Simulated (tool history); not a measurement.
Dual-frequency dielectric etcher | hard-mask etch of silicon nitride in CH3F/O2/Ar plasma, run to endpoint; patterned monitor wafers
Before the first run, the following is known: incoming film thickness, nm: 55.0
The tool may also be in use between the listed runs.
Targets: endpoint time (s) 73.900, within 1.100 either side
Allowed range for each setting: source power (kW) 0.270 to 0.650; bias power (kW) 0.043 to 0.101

run    day  source power (kW)  bias power (kW)  endpoint time (s)
  1  0.000              0.460            0.072             78.508
  2  0.212              0.480            0.072             77.355
  3  0.554              0.440            0.072             79.441
  4  0.929              0.440            0.060             84.023
  5  0.988              0.480            0.061             80.669
  6  1.108              0.500            0.061             78.489
  7  1.138              0.510            0.061             77.961
  8  1.500              0.520            0.061             76.875
  9  1.708              0.530            0.061             76.276

5 next moves are on the table. One of them brings every result within its allowed miss. Which?
  A  1.917              0.550            0.080                  ?
  B  1.917              0.570            0.062                  ?
  C  1.917              0.570            0.043                  ?
  D  1.917              0.570            0.071                  ?
  E  1.917              0.560            0.073                  ?

move  endpoint time (s)
   A             70.516
   B             74.041
   C             80.311
   D             71.584
   E             71.652
A: takes the result that was furthest off past its target
B: all results land within tolerance of their targets
C: the biggest miss grows against the last run
D: takes the result that was furthest off past its target
E: takes the result that was furthest off past its target
B is the move that brings every result within its allowed miss.
